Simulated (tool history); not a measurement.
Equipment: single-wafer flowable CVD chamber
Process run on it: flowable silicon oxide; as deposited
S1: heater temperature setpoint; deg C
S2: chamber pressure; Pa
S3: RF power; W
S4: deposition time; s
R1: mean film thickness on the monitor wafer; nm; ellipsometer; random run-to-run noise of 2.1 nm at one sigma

{"run": 1, "hour": 0.0, "S1": 110, "S2": 126.1, "S3": 2510, "S4": 513, "R1": 301.91}
{"run": 2, "hour": 8.9, "S1": 106, "S2": 126.1, "S3": 2510, "S4": 513, "R1": 339.49}
{"run": 3, "hour": 12.4, "S1": 106, "S2": 126.1, "S3": 2510, "S4": 513, "R1": 338.67}
{"run": 4, "hour": 14.7, "S1": 104, "S2": 126.1, "S3": 2510, "S4": 513, "R1": 359.85}
{"run": 5, "hour": 19.6, "S1": 104, "S2": 126.1, "S3": 2510, "S4": 513, "R1": 358.42}
{"run": 6, "hour": 22.8, "S1": 104, "S2": 126.1, "S3": 2245, "S4": 513, "R1": 354.33}
{"run": 7, "hour": 29.6, "S1": 103, "S2": 126.1, "S3": 2245, "S4": 513, "R1": 364.21}

What will run 8 give?
{"run": 8, "hour": 35.8, "S1": 102, "S2": 126.1, "S3": 2245, "S4": 513, "R1": "?"}

R1: 374.92 nm

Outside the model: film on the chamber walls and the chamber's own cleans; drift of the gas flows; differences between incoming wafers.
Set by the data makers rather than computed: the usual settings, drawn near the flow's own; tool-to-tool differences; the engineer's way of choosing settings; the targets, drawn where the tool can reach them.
